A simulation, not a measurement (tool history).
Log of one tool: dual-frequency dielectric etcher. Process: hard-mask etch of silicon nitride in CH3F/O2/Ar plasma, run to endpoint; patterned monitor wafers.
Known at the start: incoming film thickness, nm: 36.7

{"run": 1, "hour": 0.0, "source power (kW)": 0.34, "bias power (kW)": 0.1, "endpoint time (s)": 50.422}
{"run": 2, "hour": 6.0, "source power (kW)": 0.31, "bias power (kW)": 0.1, "endpoint time (s)": 52.832}
{"run": 3, "hour": 10.9, "source power (kW)": 0.31, "bias power (kW)": 0.111, "endpoint time (s)": 51.345}
{"run": 4, "hour": 15.1, "source power (kW)": 0.36, "bias power (kW)": 0.111, "endpoint time (s)": 47.122}
{"run": 5, "hour": 20.9, "source power (kW)": 0.34, "bias power (kW)": 0.11, "endpoint time (s)": 48.872}
{"run": 6, "hour": 21.9, "source power (kW)": 0.33, "bias power (kW)": 0.109, "endpoint time (s)": 50.087}

Forecast run 7:
{"run": 7, "hour": 28.6, "source power (kW)": 0.32, "bias power (kW)": 0.109, "endpoint time (s)": "?"}

endpoint time (s): 50.607
